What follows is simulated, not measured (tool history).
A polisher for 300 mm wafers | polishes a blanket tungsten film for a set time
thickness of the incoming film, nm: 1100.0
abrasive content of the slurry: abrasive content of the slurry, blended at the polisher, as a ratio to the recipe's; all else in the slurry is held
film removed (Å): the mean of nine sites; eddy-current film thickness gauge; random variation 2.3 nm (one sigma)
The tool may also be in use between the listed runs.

| run | hour | flow of slurry (ml/min) | pressure of the wafer on the pad (kPa) | speed of the pad under the wafer (m/s) | abrasive content of the slurry | polishing time (s) | film removed (Å) |
|---|---|---|---|---|---|---|---|
| 1 | 0 | 230 | 18.6 | 1.22 | 1 | 91 | 3316.1 |
| 2 | 3.6 | 230 | 17.9 | 1.22 | 1 | 91 | 3203 |
| 3 | 7 | 230 | 21.4 | 1.22 | 1 | 91 | 3774.8 |
| 4 | 8.3 | 230 | 19.3 | 1.22 | 1 | 91 | 3476.8 |
| 5 | 12.3 | 230 | 17.9 | 1.22 | 1 | 91 | 3224.4 |
| 6 | 21 | 230 | 17.2 | 1.22 | 1 | 91 | 3068 |
| 7 | 22.4 | 230 | 16.5 | 1.22 | 1 | 91 | 2952.5 |

Forecast run 8:
| 8 | 28.9 | 230 | 15.9 | 1.22 | 1 | 91 | ? |

{"run 8": {"film removed (Å)": 2808.6}}
